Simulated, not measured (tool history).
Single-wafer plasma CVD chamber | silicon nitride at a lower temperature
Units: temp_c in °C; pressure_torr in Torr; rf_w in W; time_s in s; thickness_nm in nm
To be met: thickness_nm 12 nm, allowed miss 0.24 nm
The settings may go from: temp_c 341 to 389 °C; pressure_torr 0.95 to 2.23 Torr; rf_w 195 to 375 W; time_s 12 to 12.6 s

run,day,temp_c,pressure_torr,rf_w,time_s,thickness_nm
1,0,365,1.59,285,12.6,14.807
2,0.317,371,1.59,285,12.6,14.618
3,0.671,371,1.8,285,12.6,15.202
4,1.042,371,1.8,285,12.6,15.032
5,1.404,371,1.8,300,12.6,15.722
6,1.621,371,1.94,300,12.6,16.253
7,1.862,371,1.83,295,12.6,15.611
8,2.175,371,1.74,290,12.6,15.258
9,2.45,371,1.67,285,12.6,14.945
10,2.721,371,1.62,275,12.6,14.548
11,2.983,371,1.57,270,12.6,14.127
12,3.054,371,1.51,265,12.6,13.839

5 next moves are on the table. One of them brings every result within its allowed miss. Which?
A,3.125,348,1.39,200,12.6,?
B,3.125,363,1.46,245,12.2,?
C,3.125,370,1.3,245,12,?
D,3.125,372,1.38,220,12,?
E,3.125,369,1.53,200,12,?

move,thickness_nm
A,11.67
B,12.794
C,12.099
D,11.594
E,11.341
A: takes the result that was furthest off past its target
B: nearer than the last run, and not there yet
C: meets every target
D: takes the result that was furthest off past its target
E: takes the result that was furthest off past its target
The right move is C.
